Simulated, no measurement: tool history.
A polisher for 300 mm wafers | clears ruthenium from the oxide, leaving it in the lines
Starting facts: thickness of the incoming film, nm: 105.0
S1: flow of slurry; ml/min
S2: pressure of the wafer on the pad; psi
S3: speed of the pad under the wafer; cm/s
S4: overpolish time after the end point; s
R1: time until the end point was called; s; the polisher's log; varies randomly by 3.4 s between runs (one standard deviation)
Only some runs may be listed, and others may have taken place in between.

run  hour   S1   S2  S3  S4       R1
  1   0.0  290  1.8  98   7   98.112
  2   6.7  290  1.6  96   7  118.090
  3  11.1  290  1.3  96   7  133.480
  4  17.0  290  1.3  96   7  132.660
  5  19.2  355  1.3  96   7  129.120
  6  25.2  355  1.2  94   7  140.680
  7  25.9  355  1.1  94   7  148.200

What will run 8 give?
  8  26.8  355  1.0  94   7   ?

Run 8 came out at R1 159.090 s.
